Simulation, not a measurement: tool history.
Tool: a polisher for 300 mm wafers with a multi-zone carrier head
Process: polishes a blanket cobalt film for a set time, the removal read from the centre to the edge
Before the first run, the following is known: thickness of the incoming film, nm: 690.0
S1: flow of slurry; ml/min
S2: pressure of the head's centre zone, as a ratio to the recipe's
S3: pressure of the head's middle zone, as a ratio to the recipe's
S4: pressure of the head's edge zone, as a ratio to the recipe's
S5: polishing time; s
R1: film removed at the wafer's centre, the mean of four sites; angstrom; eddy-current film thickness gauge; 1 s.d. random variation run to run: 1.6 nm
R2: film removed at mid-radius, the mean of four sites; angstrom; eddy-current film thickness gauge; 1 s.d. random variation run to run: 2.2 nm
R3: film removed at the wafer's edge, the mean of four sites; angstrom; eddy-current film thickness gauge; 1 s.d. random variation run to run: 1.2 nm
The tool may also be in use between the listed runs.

{"run": 1, "hour": 0.0, "S1": 280, "S2": 1, "S3": 1, "S4": 1, "S5": 30, "R1": 1476.9, "R2": 1455.4, "R3": 1500.4}
{"run": 2, "hour": 4.9, "S1": 290, "S2": 1, "S3": 1.03, "S4": 1, "S5": 31, "R1": 1571.4, "R2": 1551.6, "R3": 1539.1}
{"run": 3, "hour": 9.0, "S1": 295, "S2": 0.99, "S3": 1.05, "S4": 1.01, "S5": 31, "R1": 1563.6, "R2": 1559.8, "R3": 1560.8}
{"run": 4, "hour": 12.5, "S1": 295, "S2": 0.98, "S3": 1.07, "S4": 1, "S5": 32, "R1": 1600.2, "R2": 1672.9, "R3": 1570.7}
{"run": 5, "hour": 18.3, "S1": 295, "S2": 0.98, "S3": 1.07, "S4": 0.97, "S5": 32, "R1": 1553.4, "R2": 1647, "R3": 1540.4}
{"run": 6, "hour": 20.6, "S1": 295, "S2": 0.98, "S3": 1.07, "S4": 1.04, "S5": 32, "R1": 1593.4, "R2": 1625.9, "R3": 1597.6}

Predict the results of run 7:
{"run": 7, "hour": 29.5, "S1": 300, "S2": 0.97, "S3": 1.08, "S4": 1.04, "S5": 33, "R1": "?", "R2": "?", "R3": "?"}

{"run 7": {"R1": 1609.4, "R2": 1719.4, "R3": 1663.3}}
